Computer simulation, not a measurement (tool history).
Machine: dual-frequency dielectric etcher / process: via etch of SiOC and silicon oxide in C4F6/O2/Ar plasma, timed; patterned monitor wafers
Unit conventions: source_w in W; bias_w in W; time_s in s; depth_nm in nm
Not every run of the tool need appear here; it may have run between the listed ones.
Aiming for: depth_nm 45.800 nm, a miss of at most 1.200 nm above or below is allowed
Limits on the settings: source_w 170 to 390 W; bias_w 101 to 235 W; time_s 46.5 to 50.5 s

run	day	source_w	bias_w	time_s	depth_nm
1	0.000	280	168	50.5	52.351
2	0.075	260	164	50.5	51.038
3	0.233	260	180	50.5	52.519
4	0.329	250	173	50.0	51.089
5	0.683	240	167	49.5	49.564
6	0.796	260	167	49.5	50.258
7	1.083	250	163	49.5	49.555
8	1.254	240	160	49.5	48.757
9	1.596	230	157	49.5	47.985
10	1.688	220	155	49.5	47.339
11	1.804	220	153	49.5	47.247
12	1.971	220	152	49.5	47.120
13	2.317	220	151	49.5	47.012

Which one of the following 4 next-run settings gets every result inside its allowed miss? There is exactly one.
A	2.662	230	154	50.5	?
B	2.662	230	159	50.5	?
C	2.662	170	164	49.0	?
D	2.662	220	169	49.0	?

move	depth_nm
A	48.681
B	49.190
C	45.529
D	48.259
A: lands further from the targets than the last run did
B: lands further from the targets than the last run did
C: in spec on every target
D: lands further from the targets than the last run did
Correct choice: C, which meets every target
